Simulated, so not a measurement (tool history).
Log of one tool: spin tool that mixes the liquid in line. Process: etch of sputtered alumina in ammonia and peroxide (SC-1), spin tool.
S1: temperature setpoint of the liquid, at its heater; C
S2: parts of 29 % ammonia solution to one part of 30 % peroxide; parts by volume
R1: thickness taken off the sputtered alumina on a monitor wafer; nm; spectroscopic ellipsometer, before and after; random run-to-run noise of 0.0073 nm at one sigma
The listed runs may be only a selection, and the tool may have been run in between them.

run 1 hour=0 | S1=52 S2=0.6 time_under_the_liquid_(s)=40 | R1=1.9822
run 2 hour=4.2 | S1=51.5 S2=0.6 time_under_the_liquid_(s)=40 | R1=1.9252
run 3 hour=6.8 | S1=51 S2=0.6 time_under_the_liquid_(s)=40 | R1=1.8788
run 4 hour=7.5 | S1=51 S2=0.75 time_under_the_liquid_(s)=40 | R1=1.9315
run 5 hour=11.2 | S1=51 S2=0.9 time_under_the_liquid_(s)=40 | R1=1.9591
run 6 hour=15.2 | S1=51 S2=0.7 time_under_the_liquid_(s)=40 | R1=1.8987
run 7 hour=16 | S1=50.5 S2=0.7 time_under_the_liquid_(s)=40 | R1=1.8556

Run 8 is up next; what results do you expect?
run 8 hour=20.5 | S1=48 S2=0.7 time_under_the_liquid_(s)=40 | R1=?

{"run 8": {"R1": 1.6165}}
